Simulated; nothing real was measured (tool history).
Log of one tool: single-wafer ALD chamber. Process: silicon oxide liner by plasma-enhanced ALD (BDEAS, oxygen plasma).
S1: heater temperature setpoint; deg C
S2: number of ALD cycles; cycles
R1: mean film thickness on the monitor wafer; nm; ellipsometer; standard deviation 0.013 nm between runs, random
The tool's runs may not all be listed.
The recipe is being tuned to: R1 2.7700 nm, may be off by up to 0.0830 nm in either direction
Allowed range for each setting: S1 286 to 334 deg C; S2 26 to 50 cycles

Run 1, day 0.000: S1 310 deg C, S2 38 cycles. Result: R1 3.5165 nm.
Run 2, day 0.188: S1 311 deg C, S2 35 cycles. Result: R1 3.2311 nm.
Run 3, day 0.454: S1 311 deg C, S2 38 cycles. Result: R1 3.5125 nm.
Run 4, day 0.508: S1 311 deg C, S2 41 cycles. Result: R1 3.7805 nm.
Run 5, day 0.771: S1 312 deg C, S2 38 cycles. Result: R1 3.5054 nm.
Run 6, day 1.104: S1 312 deg C, S2 35 cycles. Result: R1 3.2210 nm.
Run 7, day 1.192: S1 312 deg C, S2 35 cycles. Result: R1 3.2207 nm.
Run 8, day 1.446: S1 312 deg C, S2 33 cycles. Result: R1 3.0691 nm.
Run 9, day 1.592: S1 313 deg C, S2 28 cycles. Result: R1 2.5950 nm.
Run 10, day 1.642: S1 313 deg C, S2 29 cycles. Result: R1 2.6484 nm.

4 candidate next runs follow, results not yet known. Just one meets every target within its allowed miss. Identify it.
Run A, day 1.692: S1 312 deg C, S2 28 cycles. Result: R1 ?.
Run B, day 1.692: S1 309 deg C, S2 28 cycles. Result: R1 ?.
Run C, day 1.692: S1 311 deg C, S2 30 cycles. Result: R1 ?.
Run D, day 1.692: S1 318 deg C, S2 27 cycles. Result: R1 ?.

move      R1
   A  2.5591
   B  2.5699
   C  2.7457
   D  2.4468
A: misses by more than the last run did
B: misses by more than the last run did
C: every result lands within tolerance
D: misses by more than the last run did
So the answer is move C, the one that meets all the targets.
